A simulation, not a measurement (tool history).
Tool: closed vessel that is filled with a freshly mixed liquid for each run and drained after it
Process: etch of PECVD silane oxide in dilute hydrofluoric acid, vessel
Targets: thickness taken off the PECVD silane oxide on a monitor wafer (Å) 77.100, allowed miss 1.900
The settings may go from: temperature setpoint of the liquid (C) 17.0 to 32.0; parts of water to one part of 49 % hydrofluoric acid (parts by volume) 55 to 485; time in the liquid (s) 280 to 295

run,hour,temperature setpoint of the liquid (C),parts of water to one part of 49 % hydrofluoric acid (parts by volume),time in the liquid (s),thickness taken off the PECVD silane oxide on a monitor wafer (Å)
1,0.0,24.0,270,280,164.630
2,2.3,25.5,270,280,171.370
3,10.1,24.0,295,280,145.230
4,12.4,24.0,295,280,146.360
5,17.0,24.0,295,280,146.200
6,24.4,25.5,295,280,154.840
7,27.7,21.5,395,280,91.323
8,29.3,21.0,400,280,88.604
9,33.7,20.5,400,280,86.710
10,39.2,20.0,400,280,85.528
11,43.3,19.5,400,280,84.531
12,46.6,19.0,400,280,81.815

Which of these 5 next moves meets every target?
A,49.9,22.0,420,280,?
B,49.9,22.5,475,295,?
C,49.9,17.5,405,295,?
D,49.9,17.0,355,295,?
E,49.9,18.5,395,280,?

move,thickness taken off the PECVD silane oxide on a monitor wafer (Å)
A,86.169
B,77.939
C,81.564
D,95.063
E,82.911
A: further off than the last run
B: meets every target
C: nearer than the last run, and not there yet
D: further off than the last run
E: further off than the last run
Answer: B
